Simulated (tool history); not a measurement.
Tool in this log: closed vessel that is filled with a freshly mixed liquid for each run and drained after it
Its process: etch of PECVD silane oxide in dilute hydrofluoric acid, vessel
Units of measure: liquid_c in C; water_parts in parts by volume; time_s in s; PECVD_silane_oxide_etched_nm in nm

run 1 day=0.000 | liquid_c=25.0 water_parts=70 time_s=85 | PECVD_silane_oxide_etched_nm=25.466
run 2 day=0.142 | liquid_c=27.0 water_parts=70 time_s=85 | PECVD_silane_oxide_etched_nm=27.219
run 3 day=0.371 | liquid_c=27.0 water_parts=70 time_s=85 | PECVD_silane_oxide_etched_nm=27.740
run 4 day=0.604 | liquid_c=27.0 water_parts=90 time_s=85 | PECVD_silane_oxide_etched_nm=20.679
run 5 day=0.892 | liquid_c=27.0 water_parts=80 time_s=85 | PECVD_silane_oxide_etched_nm=23.717
run 6 day=1.008 | liquid_c=24.5 water_parts=80 time_s=85 | PECVD_silane_oxide_etched_nm=21.691
run 7 day=1.225 | liquid_c=26.5 water_parts=75 time_s=85 | PECVD_silane_oxide_etched_nm=24.893
run 8 day=1.254 | liquid_c=28.0 water_parts=70 time_s=85 | PECVD_silane_oxide_etched_nm=27.922
run 9 day=1.508 | liquid_c=29.0 water_parts=65 time_s=85 | PECVD_silane_oxide_etched_nm=32.455
run 10 day=1.592 | liquid_c=29.5 water_parts=65 time_s=85 | PECVD_silane_oxide_etched_nm=32.978

Forecast run 11:
run 11 day=1.958 | liquid_c=30.0 water_parts=65 time_s=85 | PECVD_silane_oxide_etched_nm=?

PECVD_silane_oxide_etched_nm: 33.530 nm

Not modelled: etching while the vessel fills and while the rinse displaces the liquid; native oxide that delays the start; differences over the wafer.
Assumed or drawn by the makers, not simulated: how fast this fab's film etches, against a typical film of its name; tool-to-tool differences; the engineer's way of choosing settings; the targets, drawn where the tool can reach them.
